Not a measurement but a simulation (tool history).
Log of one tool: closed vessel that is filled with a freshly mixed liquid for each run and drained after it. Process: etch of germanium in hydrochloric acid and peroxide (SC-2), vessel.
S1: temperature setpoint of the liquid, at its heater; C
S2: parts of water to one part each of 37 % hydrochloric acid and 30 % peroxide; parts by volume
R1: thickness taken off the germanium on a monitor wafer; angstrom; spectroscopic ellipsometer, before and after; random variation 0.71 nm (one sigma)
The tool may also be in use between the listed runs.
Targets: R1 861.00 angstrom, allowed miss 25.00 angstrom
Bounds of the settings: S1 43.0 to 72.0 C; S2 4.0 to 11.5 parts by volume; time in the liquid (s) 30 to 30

Run 1, day 0.000: S1 59.0 C, S2 6.5 parts by volume, time in the liquid (s) 30. Result: R1 1090.80 angstrom.
Run 2, day 0.083: S1 59.0 C, S2 6.5 parts by volume, time in the liquid (s) 30. Result: R1 1065.90 angstrom.
Run 3, day 0.325: S1 56.5 C, S2 6.5 parts by volume, time in the liquid (s) 30. Result: R1 1019.70 angstrom.
Run 4, day 0.579: S1 56.5 C, S2 7.5 parts by volume, time in the liquid (s) 30. Result: R1 990.65 angstrom.
Run 5, day 0.862: S1 55.0 C, S2 7.5 parts by volume, time in the liquid (s) 30. Result: R1 947.49 angstrom.
Run 6, day 0.962: S1 55.0 C, S2 7.5 parts by volume, time in the liquid (s) 30. Result: R1 964.40 angstrom.
At day 1.250: new drum of peroxide connected.
Run 7, day 1.250: S1 54.0 C, S2 7.5 parts by volume, time in the liquid (s) 30. Result: R1 909.56 angstrom.
Run 8, day 1.421: S1 53.5 C, S2 7.5 parts by volume, time in the liquid (s) 30. Result: R1 900.71 angstrom.

4 next moves are on the table. One of them brings every result within its allowed miss. Which?
Run A, day 1.592: S1 54.0 C, S2 6.0 parts by volume, time in the liquid (s) 30. Result: R1 ?.
Run B, day 1.592: S1 53.0 C, S2 7.0 parts by volume, time in the liquid (s) 30. Result: R1 ?.
Run C, day 1.592: S1 52.0 C, S2 9.0 parts by volume, time in the liquid (s) 30. Result: R1 ?.
Run D, day 1.592: S1 54.0 C, S2 8.0 parts by volume, time in the liquid (s) 30. Result: R1 ?.

move      R1
   A  937.11
   B  901.30
   C  858.29
   D  921.72
A: further off than the last run
B: as far off as the last run
C: meets every target
D: further off than the last run
Answer: C

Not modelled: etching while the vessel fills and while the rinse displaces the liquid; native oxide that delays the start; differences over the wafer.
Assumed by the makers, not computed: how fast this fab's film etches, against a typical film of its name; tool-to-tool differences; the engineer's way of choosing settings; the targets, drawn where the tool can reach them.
